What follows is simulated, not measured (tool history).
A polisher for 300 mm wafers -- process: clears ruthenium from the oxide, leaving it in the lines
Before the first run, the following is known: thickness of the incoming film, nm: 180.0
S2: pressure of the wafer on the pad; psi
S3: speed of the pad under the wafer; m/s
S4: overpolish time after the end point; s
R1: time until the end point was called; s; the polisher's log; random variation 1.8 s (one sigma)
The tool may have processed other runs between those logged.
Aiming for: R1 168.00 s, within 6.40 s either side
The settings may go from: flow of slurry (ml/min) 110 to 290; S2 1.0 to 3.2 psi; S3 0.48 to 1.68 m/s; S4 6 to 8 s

run 1 day=0.000 | flow_of_slurry_(ml/min)=185 S2=2.1 S3=1.08 S4=8 | R1=113.83
run 2 day=0.171 | flow_of_slurry_(ml/min)=140 S2=2.1 S3=1.08 S4=8 | R1=115.98
run 3 day=0.442 | flow_of_slurry_(ml/min)=140 S2=1.9 S3=1.08 S4=8 | R1=126.64
run 4 day=0.617 | flow_of_slurry_(ml/min)=140 S2=1.9 S3=1.34 S4=8 | R1=102.11
run 5 day=0.929 | flow_of_slurry_(ml/min)=140 S2=1.7 S3=1.32 S4=8 | R1=114.85
run 6 day=1.004 | flow_of_slurry_(ml/min)=140 S2=1.5 S3=1.30 S4=8 | R1=131.75
run 7 day=1.329 | flow_of_slurry_(ml/min)=140 S2=1.4 S3=1.30 S4=8 | R1=139.29
run 8 day=1.596 | flow_of_slurry_(ml/min)=140 S2=1.3 S3=1.30 S4=8 | R1=153.24

4 next moves are on the table. One of them brings every result within its allowed miss. Which?
run A day=1.862 | flow_of_slurry_(ml/min)=140 S2=1.5 S3=1.02 S4=6 | R1=?
run B day=1.862 | flow_of_slurry_(ml/min)=145 S2=1.1 S3=1.24 S4=8 | R1=?
run C day=1.862 | flow_of_slurry_(ml/min)=180 S2=1.1 S3=1.20 S4=6 | R1=?
run D day=1.862 | flow_of_slurry_(ml/min)=180 S2=1.4 S3=1.14 S4=8 | R1=?

move=A R1=167.64
move=B R1=185.55
move=C R1=187.09
move=D R1=156.38
A: all results in spec
B: takes the biggest miss from the last run beyond its target
C: takes the biggest miss from the last run beyond its target
D: moves toward the targets from the last run without getting all of them in spec
The right move is A.

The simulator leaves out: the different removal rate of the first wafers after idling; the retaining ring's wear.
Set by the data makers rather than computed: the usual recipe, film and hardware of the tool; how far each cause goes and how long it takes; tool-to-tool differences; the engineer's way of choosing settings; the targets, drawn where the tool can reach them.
